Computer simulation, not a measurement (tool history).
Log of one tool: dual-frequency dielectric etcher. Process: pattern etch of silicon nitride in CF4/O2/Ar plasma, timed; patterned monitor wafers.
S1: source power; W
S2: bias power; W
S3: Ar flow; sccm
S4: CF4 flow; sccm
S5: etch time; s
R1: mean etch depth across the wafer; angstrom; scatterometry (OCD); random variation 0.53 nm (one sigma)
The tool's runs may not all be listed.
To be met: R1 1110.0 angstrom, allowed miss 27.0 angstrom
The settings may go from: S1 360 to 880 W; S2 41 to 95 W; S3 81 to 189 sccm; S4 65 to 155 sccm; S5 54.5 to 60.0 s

run  hour   S1  S2   S3   S4    S5      R1
  1   0.0  620  68  135  110  60.0  1545.0
  2   5.7  620  79  135  110  60.0  1607.2
  3  13.5  620  79  135  110  60.0  1609.6
  4  18.9  570  78  136  110  60.0  1464.0
  5  26.4  540  78  136  110  60.0  1393.6
  6  32.4  540  78  136  110  60.0  1388.0
  7  40.8  510  78  136  110  60.0  1311.4
  8  41.5  490  78  136  110  60.0  1260.1
  9  42.4  480  78  136  110  60.0  1220.8
 10  47.3  470  78  136  110  60.0  1190.4
 11  50.6  460  78  136  110  60.0  1165.0
 12  58.7  450  78  136  110  60.0  1139.8

4 next moves are on the table. One of them brings every result within its allowed miss. Which?
  A  66.8  450  82  132  108  60.0   ?
  B  66.8  450  85  143  114  60.0   ?
  C  66.8  480  84  149  106  54.5   ?
  D  66.8  500  64  116  124  57.5   ?

move      R1
   A  1157.7
   B  1163.6
   C  1114.1
   D  1191.2
A: further off than the last run
B: further off than the last run
C: meets every target
D: further off than the last run
The right move is C.

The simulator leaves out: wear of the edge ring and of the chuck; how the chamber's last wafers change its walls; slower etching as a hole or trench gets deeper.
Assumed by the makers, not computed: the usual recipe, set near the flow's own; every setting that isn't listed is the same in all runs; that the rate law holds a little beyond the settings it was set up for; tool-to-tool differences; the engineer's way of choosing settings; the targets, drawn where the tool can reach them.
